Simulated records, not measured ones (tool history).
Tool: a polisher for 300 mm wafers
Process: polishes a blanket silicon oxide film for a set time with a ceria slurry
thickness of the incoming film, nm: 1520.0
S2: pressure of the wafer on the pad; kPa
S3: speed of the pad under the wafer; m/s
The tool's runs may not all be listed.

run 1 hour=0.0 | flow_of_slurry_(ml/min)=145 S2=18.6 S3=1.18 polishing_time_(s)=103 | film_removed_(nm)=449.25
run 2 hour=4.8 | flow_of_slurry_(ml/min)=150 S2=20.0 S3=1.18 polishing_time_(s)=103 | film_removed_(nm)=490.59
run 3 hour=12.0 | flow_of_slurry_(ml/min)=155 S2=20.7 S3=1.18 polishing_time_(s)=103 | film_removed_(nm)=502.38
run 4 hour=16.2 | flow_of_slurry_(ml/min)=155 S2=16.5 S3=1.18 polishing_time_(s)=103 | film_removed_(nm)=409.14
run 5 hour=25.0 | flow_of_slurry_(ml/min)=155 S2=19.3 S3=1.18 polishing_time_(s)=103 | film_removed_(nm)=473.70
run 6 hour=31.2 | flow_of_slurry_(ml/min)=160 S2=20.7 S3=1.18 polishing_time_(s)=103 | film_removed_(nm)=515.02

The next listed run, before its measurement:
run 7 hour=38.9 | flow_of_slurry_(ml/min)=165 S2=21.4 S3=1.18 polishing_time_(s)=103 | film_removed_(nm)=?

{"run 7": {"film removed (nm)": 523.73}}
